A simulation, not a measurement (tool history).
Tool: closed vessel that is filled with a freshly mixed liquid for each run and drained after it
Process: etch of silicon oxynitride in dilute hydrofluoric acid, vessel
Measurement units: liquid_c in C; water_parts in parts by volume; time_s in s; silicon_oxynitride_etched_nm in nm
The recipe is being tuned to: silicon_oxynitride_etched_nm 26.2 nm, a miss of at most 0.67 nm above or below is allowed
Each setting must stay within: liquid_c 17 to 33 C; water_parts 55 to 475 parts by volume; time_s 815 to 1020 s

run	hour	liquid_c	water_parts	time_s	silicon_oxynitride_etched_nm
1	0	25	265	1020	11.301
2	6.4	25	265	1020	11.298
3	9.2	27	235	1020	14.244
4	11	27	180	1020	19.259
5	11.6	24	180	1020	17.007
6	20.4	23	180	1020	16.295
7	24.6	25.5	175	1020	18.719
8	29.6	29.5	170	1020	23.283

4 next moves are on the table. One of them brings every result within its allowed miss. Which?
A	34.6	30.5	185	940	?
B	34.6	31.5	180	1020	?
C	34.6	33	155	890	?
D	34.6	31.5	180	880	?

move	silicon_oxynitride_etched_nm
A	20.189
B	23.592
C	26.098
D	20.354
A: further off than the last run
B: moves toward the targets from the last run without getting all of them in spec
C: all results land within tolerance of their targets
D: further off than the last run
Answer: C

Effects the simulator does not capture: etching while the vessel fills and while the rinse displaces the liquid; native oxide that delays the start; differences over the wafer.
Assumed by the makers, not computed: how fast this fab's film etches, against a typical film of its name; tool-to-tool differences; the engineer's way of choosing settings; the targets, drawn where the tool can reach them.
